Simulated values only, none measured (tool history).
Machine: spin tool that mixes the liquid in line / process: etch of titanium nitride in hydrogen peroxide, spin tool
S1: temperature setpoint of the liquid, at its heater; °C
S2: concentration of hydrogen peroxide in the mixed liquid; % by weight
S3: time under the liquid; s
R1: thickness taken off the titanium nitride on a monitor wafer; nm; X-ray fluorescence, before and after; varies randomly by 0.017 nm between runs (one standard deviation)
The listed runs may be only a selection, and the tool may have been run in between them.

| run | hour | S1 | S2 | S3 | R1 |
|---|---|---|---|---|---|
| 1 | 0 | 42 | 19.5 | 55 | 0.54766 |
| 2 | 6.6 | 44.5 | 19.5 | 55 | 0.64962 |
| 3 | 7.1 | 47 | 19.5 | 55 | 0.78554 |
| 4 | 10.8 | 49 | 19.5 | 55 | 0.91693 |
|  | 16.4 | heated supply line repaired |
| 5 | 16.4 | 50.5 | 19.5 | 55 | 1.2771 |
| 6 | 23.2 | 51 | 19.5 | 55 | 1.3543 |
| 7 | 31 | 51.5 | 19.5 | 55 | 1.3716 |

What does the tool deliver on the next run?
| 8 | 32.6 | 51.5 | 19.5 | 55 | ? |

Run 8 produced R1 1.3838 nm.
